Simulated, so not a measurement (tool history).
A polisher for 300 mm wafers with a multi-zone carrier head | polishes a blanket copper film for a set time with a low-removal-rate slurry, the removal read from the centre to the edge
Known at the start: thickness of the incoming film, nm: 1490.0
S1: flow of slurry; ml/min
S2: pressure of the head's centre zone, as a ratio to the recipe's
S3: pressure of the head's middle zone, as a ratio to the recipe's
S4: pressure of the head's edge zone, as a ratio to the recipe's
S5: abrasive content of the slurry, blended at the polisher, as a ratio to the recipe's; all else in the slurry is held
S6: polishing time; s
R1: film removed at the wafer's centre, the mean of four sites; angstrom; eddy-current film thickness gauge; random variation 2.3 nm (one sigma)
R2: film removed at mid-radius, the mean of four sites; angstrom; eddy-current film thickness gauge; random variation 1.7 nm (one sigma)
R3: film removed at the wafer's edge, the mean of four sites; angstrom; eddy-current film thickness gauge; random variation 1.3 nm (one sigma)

Run 1, day 0.000: S1 300 ml/min, S2 1.00, S3 1.00, S4 1.00, S5 1.00, S6 82 s. Result: R1 2970.9 angstrom, R2 2916.3 angstrom, R3 2950.5 angstrom.
Run 2, day 0.279: S1 300 ml/min, S2 1.00, S3 1.00, S4 1.00, S5 1.00, S6 68 s. Result: R1 2460.8 angstrom, R2 2394.2 angstrom, R3 2475.4 angstrom.
Run 3, day 0.375: S1 300 ml/min, S2 1.00, S3 0.98, S4 0.98, S5 0.90, S6 64 s. Result: R1 2226.9 angstrom, R2 2200.4 angstrom, R3 2240.8 angstrom.
Run 4, day 0.429: S1 300 ml/min, S2 1.00, S3 0.98, S4 0.90, S5 0.90, S6 64 s. Result: R1 2197.5 angstrom, R2 2178.3 angstrom, R3 2167.3 angstrom.
Run 5, day 0.471: S1 265 ml/min, S2 1.00, S3 0.98, S4 0.90, S5 0.90, S6 64 s. Result: R1 2260.8 angstrom, R2 2149.2 angstrom, R3 2146.3 angstrom.
Run 6, day 0.658: S1 265 ml/min, S2 1.04, S3 0.98, S4 0.90, S5 0.90, S6 64 s. Result: R1 2323.5 angstrom, R2 2132.0 angstrom, R3 2160.6 angstrom.
Run 7, day 0.904: S1 245 ml/min, S2 0.96, S3 0.88, S4 0.87, S5 0.65, S6 41 s. Result: R1 1314.3 angstrom, R2 1151.9 angstrom, R3 1268.4 angstrom.
Run 8, day 1.096: S1 260 ml/min, S2 0.98, S3 0.89, S4 0.90, S5 0.65, S6 41 s. Result: R1 1310.0 angstrom, R2 1154.4 angstrom, R3 1268.2 angstrom.

The next listed run, before its measurement:
Run 9, day 1.321: S1 250 ml/min, S2 0.99, S3 0.90, S4 0.92, S5 0.70, S6 41 s. Result: R1 ?, R2 ?, R3 ?.

Run 9 gave R1 1342.1 angstrom, R2 1208.3 angstrom, R3 1307.1 angstrom.
